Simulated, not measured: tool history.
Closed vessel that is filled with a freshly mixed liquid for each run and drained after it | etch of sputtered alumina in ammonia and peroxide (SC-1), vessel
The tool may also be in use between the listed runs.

run,hour,temperature setpoint of the liquid (°C),parts of 29 % ammonia solution to one part of 30 % peroxide (parts by volume),time in the liquid (s),thickness taken off the sputtered alumina on a monitor wafer (nm)
1,0,51,0.85,115,7.7853
2,1.2,51,0.85,115,7.8081
3,7.6,52.5,0.85,115,8.4858
4,10.3,53.5,0.85,115,8.8393
5,18.2,54.5,0.85,115,9.3194
6,19.3,54.5,0.85,125,10.266
7,20.9,55,0.85,125,10.536

Run 8 comes next. What will it give?
8,21.5,55.5,0.85,125,?

{"run 8": {"thickness taken off the sputtered alumina on a monitor wafer (nm)": 10.902}}
